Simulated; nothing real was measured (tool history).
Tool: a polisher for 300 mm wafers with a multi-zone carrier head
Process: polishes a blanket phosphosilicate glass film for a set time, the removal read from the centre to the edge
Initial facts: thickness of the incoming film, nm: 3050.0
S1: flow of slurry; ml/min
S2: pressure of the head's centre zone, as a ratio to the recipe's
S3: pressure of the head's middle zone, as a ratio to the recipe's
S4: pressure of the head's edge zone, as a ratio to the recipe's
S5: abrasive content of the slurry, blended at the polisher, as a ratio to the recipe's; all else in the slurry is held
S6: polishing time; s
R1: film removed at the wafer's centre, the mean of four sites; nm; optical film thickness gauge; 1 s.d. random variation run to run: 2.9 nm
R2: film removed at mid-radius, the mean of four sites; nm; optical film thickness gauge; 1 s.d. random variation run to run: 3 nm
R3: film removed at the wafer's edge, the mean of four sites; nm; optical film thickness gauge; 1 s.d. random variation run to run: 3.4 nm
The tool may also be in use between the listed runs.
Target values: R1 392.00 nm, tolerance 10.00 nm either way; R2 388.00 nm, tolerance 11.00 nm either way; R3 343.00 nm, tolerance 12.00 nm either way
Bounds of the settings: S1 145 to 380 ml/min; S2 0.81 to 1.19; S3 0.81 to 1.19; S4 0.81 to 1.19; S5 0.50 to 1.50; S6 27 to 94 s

Run 1, hour 0.0: S1 245 ml/min, S2 1.00, S3 1.00, S4 1.00, S5 1.00, S6 60 s. Result: R1 320.03 nm, R2 322.33 nm, R3 323.77 nm.
Run 2, hour 6.3: S1 210 ml/min, S2 1.00, S3 1.00, S4 1.00, S5 1.00, S6 60 s. Result: R1 321.43 nm, R2 318.80 nm, R3 314.49 nm.
Run 3, hour 12.9: S1 210 ml/min, S2 1.00, S3 0.94, S4 1.00, S5 1.00, S6 60 s. Result: R1 320.18 nm, R2 297.04 nm, R3 316.65 nm.
Run 4, hour 16.0: S1 225 ml/min, S2 1.04, S3 0.99, S4 1.01, S5 1.00, S6 60 s. Result: R1 333.27 nm, R2 315.37 nm, R3 321.77 nm.
Run 5, hour 20.7: S1 225 ml/min, S2 1.04, S3 0.96, S4 1.01, S5 1.00, S6 60 s. Result: R1 338.01 nm, R2 307.65 nm, R3 323.96 nm.
Run 6, hour 25.6: S1 225 ml/min, S2 1.04, S3 0.89, S4 1.01, S5 1.00, S6 60 s. Result: R1 337.12 nm, R2 289.96 nm, R3 317.90 nm.
Run 7, hour 32.2: S1 245 ml/min, S2 1.07, S3 0.95, S4 1.00, S5 1.00, S6 60 s. Result: R1 349.94 nm, R2 304.55 nm, R3 325.83 nm.
Run 8, hour 35.7: S1 250 ml/min, S2 1.09, S3 1.01, S4 0.99, S5 1.00, S6 60 s. Result: R1 358.91 nm, R2 326.23 nm, R3 319.12 nm.
Run 9, hour 40.7: S1 265 ml/min, S2 1.10, S3 1.04, S4 1.00, S5 1.00, S6 60 s. Result: R1 363.05 nm, R2 332.59 nm, R3 323.41 nm.
Run 10, hour 47.3: S1 275 ml/min, S2 1.11, S3 1.07, S4 1.01, S5 1.00, S6 60 s. Result: R1 365.05 nm, R2 338.40 nm, R3 327.64 nm.
Run 11, hour 54.2: S1 280 ml/min, S2 1.12, S3 1.10, S4 1.01, S5 1.00, S6 60 s. Result: R1 372.07 nm, R2 352.03 nm, R3 325.92 nm.
Run 12, hour 61.3: S1 280 ml/min, S2 1.12, S3 1.10, S4 1.01, S5 1.00, S6 60 s. Result: R1 373.76 nm, R2 353.47 nm, R3 331.92 nm.
Run 13, hour 63.2: S1 285 ml/min, S2 1.13, S3 1.12, S4 1.01, S5 1.00, S6 60 s. Result: R1 378.54 nm, R2 357.11 nm, R3 321.69 nm.
Run 14, hour 70.7: S1 295 ml/min, S2 1.13, S3 1.14, S4 1.02, S5 1.00, S6 60 s. Result: R1 375.65 nm, R2 359.81 nm, R3 330.62 nm.
Run 15, hour 76.8: S1 300 ml/min, S2 1.13, S3 1.15, S4 1.02, S5 1.00, S6 60 s. Result: R1 383.41 nm, R2 367.84 nm, R3 326.78 nm.
Run 16, hour 81.0: S1 305 ml/min, S2 1.13, S3 1.16, S4 1.03, S5 1.00, S6 60 s. Result: R1 376.19 nm, R2 371.78 nm, R3 326.61 nm.
Run 17, hour 85.7: S1 305 ml/min, S2 1.13, S3 1.16, S4 1.04, S5 1.00, S6 60 s. Result: R1 380.17 nm, R2 368.92 nm, R3 331.56 nm.
Run 18, hour 93.1: S1 310 ml/min, S2 1.13, S3 1.17, S4 1.04, S5 1.00, S6 60 s. Result: R1 379.71 nm, R2 375.01 nm, R3 326.44 nm.
Run 19, hour 97.9: S1 310 ml/min, S2 1.13, S3 1.17, S4 1.05, S5 1.00, S6 60 s. Result: R1 376.76 nm, R2 377.95 nm, R3 328.89 nm.
Run 20, hour 99.4: S1 315 ml/min, S2 1.14, S3 1.17, S4 1.06, S5 1.00, S6 60 s. Result: R1 384.71 nm, R2 369.27 nm, R3 333.36 nm.
Run 21, hour 106.5: S1 315 ml/min, S2 1.14, S3 1.17, S4 1.06, S5 1.00, S6 60 s. Result: R1 378.90 nm, R2 374.48 nm, R3 339.75 nm.

Next run, 5 choices. One meets every target within its allowed miss, the rest don't. Which?
Run A, hour 113.6: S1 290 ml/min, S2 1.15, S3 1.14, S4 1.11, S5 1.00, S6 58 s. Result: R1 ?, R2 ?, R3 ?.
Run B, hour 113.6: S1 345 ml/min, S2 1.04, S3 1.14, S4 1.08, S5 1.00, S6 62 s. Result: R1 ?, R2 ?, R3 ?.
Run C, hour 113.6: S1 265 ml/min, S2 1.12, S3 1.17, S4 1.03, S5 0.90, S6 66 s. Result: R1 ?, R2 ?, R3 ?.
Run D, hour 113.6: S1 335 ml/min, S2 1.18, S3 1.09, S4 1.01, S5 0.95, S6 61 s. Result: R1 ?, R2 ?, R3 ?.
Run E, hour 113.6: S1 290 ml/min, S2 1.19, S3 1.07, S4 1.01, S5 1.00, S6 62 s. Result: R1 ?, R2 ?, R3 ?.

move      R1      R2      R3
   A  366.24  346.22  337.78
   B  359.20  375.45  359.87
   C  385.99  383.54  352.91
   D  392.21  347.35  335.36
   E  405.01  350.51  344.86
A: moves away from the targets compared with the last run
B: moves away from the targets compared with the last run
C: hits every target within its allowed miss
D: gets the furthest-off result to its target, but another result is out of tolerance
E: takes the result that was furthest off past its target
The move that meets every target is C.

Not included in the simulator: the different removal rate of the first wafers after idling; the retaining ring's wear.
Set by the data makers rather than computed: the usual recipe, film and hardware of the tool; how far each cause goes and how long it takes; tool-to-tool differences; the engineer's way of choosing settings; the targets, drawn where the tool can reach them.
